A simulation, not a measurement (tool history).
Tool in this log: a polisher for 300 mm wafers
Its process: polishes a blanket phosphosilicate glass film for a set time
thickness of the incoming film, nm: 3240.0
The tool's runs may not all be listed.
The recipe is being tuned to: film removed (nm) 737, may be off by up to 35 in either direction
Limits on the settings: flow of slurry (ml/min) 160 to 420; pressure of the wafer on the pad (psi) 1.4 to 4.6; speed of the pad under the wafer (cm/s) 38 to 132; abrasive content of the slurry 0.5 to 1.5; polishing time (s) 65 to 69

| run | hour | flow of slurry (ml/min) | pressure of the wafer on the pad (psi) | speed of the pad under the wafer (cm/s) | abrasive content of the slurry | polishing time (s) | film removed (nm) |
|---|---|---|---|---|---|---|---|
| 1 | 0 | 270 | 3 | 84 | 1 | 65 | 415.49 |
| 2 | 3.6 | 270 | 3.4 | 86 | 1 | 65 | 474.65 |
| 3 | 8.9 | 270 | 3.7 | 88 | 1 | 65 | 512.12 |
| 4 | 12 | 235 | 3.7 | 88 | 1 | 65 | 515.66 |
| 5 | 17.5 | 235 | 3.9 | 92 | 1 | 65 | 563.25 |
| 6 | 24.7 | 235 | 4.1 | 94 | 1 | 65 | 606.63 |
| 7 | 29.2 | 235 | 4.2 | 96 | 1 | 65 | 628.09 |
| 8 | 34.6 | 235 | 4.3 | 98 | 1 | 65 | 658.26 |

Which of these 5 next moves meets every target?
| A | 40 | 160 | 3.7 | 118 | 1 | 67 | ? |
| B | 40 | 230 | 4.4 | 100 | 1.05 | 69 | ? |
| C | 40 | 160 | 4.6 | 90 | 0.75 | 69 | ? |
| D | 40 | 325 | 4 | 90 | 1.1 | 68 | ? |
| E | 40 | 270 | 4.4 | 92 | 1 | 67 | ? |

| move | film removed (nm) |
|---|---|
| A | 630.36 |
| B | 720.38 |
| C | 579.67 |
| D | 627.43 |
| E | 654.96 |
A: misses by more than the last run did
B: all results in spec
C: misses by more than the last run did
D: misses by more than the last run did
E: about as far from the targets as the last run
Correct choice: B, which meets every target
